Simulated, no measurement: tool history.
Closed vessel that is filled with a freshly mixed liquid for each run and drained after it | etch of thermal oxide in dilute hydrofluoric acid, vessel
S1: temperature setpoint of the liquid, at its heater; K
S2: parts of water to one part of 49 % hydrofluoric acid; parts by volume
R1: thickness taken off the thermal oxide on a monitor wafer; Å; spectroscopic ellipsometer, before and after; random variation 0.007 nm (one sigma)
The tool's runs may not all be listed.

{"run": 1, "hour": 0.0, "S1": 296.15, "S2": 135, "time in the liquid (s)": 70, "R1": 19.081}
{"run": 2, "hour": 6.6, "S1": 294.15, "S2": 145, "time in the liquid (s)": 70, "R1": 16.155}
{"run": 3, "hour": 8.9, "S1": 292.65, "S2": 155, "time in the liquid (s)": 70, "R1": 14.114}
{"run": 4, "hour": 14.9, "S1": 291.65, "S2": 160, "time in the liquid (s)": 70, "R1": 13.18}
{"run": 5, "hour": 23.1, "S1": 291.65, "S2": 145, "time in the liquid (s)": 70, "R1": 14.424}
{"run": 6, "hour": 24.6, "S1": 291.65, "S2": 120, "time in the liquid (s)": 70, "R1": 18.131}
{"run": 7, "hour": 30.5, "S1": 291.15, "S2": 135, "time in the liquid (s)": 70, "R1": 15.707}

Run 8 comes next. What will it give?
{"run": 8, "hour": 39.1, "S1": 290.65, "S2": 145, "time in the liquid (s)": 70, "R1": "?"}

Run 8 gave R1 14.062 Å.

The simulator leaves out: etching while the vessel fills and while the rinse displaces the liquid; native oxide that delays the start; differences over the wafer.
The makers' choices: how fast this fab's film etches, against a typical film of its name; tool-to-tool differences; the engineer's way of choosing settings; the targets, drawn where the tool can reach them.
